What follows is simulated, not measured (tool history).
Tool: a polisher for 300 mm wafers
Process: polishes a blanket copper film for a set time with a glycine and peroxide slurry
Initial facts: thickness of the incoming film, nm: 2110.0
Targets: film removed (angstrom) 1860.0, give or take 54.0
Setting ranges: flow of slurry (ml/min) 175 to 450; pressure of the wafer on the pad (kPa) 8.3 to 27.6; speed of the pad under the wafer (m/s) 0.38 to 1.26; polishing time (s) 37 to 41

run	hour	flow of slurry (ml/min)	pressure of the wafer on the pad (kPa)	speed of the pad under the wafer (m/s)	polishing time (s)	film removed (angstrom)
1	0.0	290	17.9	0.82	41	1469.6
2	6.1	290	20.0	0.82	41	1645.8
3	13.4	290	16.5	0.82	41	1404.4
4	22.0	290	16.5	0.82	41	1403.3
5	29.9	290	16.5	0.64	41	1213.6
6	34.5	290	16.5	0.80	41	1372.0
7	42.9	290	17.9	0.80	41	1449.8
8	47.5	290	19.3	0.80	41	1549.7
9	54.0	290	20.0	0.80	41	1597.0
10	62.5	290	20.7	0.80	41	1636.4
11	67.9	290	21.4	0.80	41	1656.7
12	68.8	290	22.1	0.80	41	1724.3
13	73.5	290	22.8	0.80	41	1784.4

Which single option among these 5 for the next run brings every result within its allowed miss of target? Just one does.
A	78.2	285	23.4	0.76	39	?
B	78.2	315	21.4	0.96	40	?
C	78.2	315	20.7	0.92	39	?
D	78.2	255	23.4	0.82	38	?
E	78.2	275	22.1	0.76	40	?

move	film removed (angstrom)
A	1662.6
B	1860.1
C	1714.3
D	1693.0
E	1620.2
A: lands further from the targets than the last run did
B: each result inside its tolerance
C: lands further from the targets than the last run did
D: lands further from the targets than the last run did
E: lands further from the targets than the last run did
Go with B: it meets all targets.
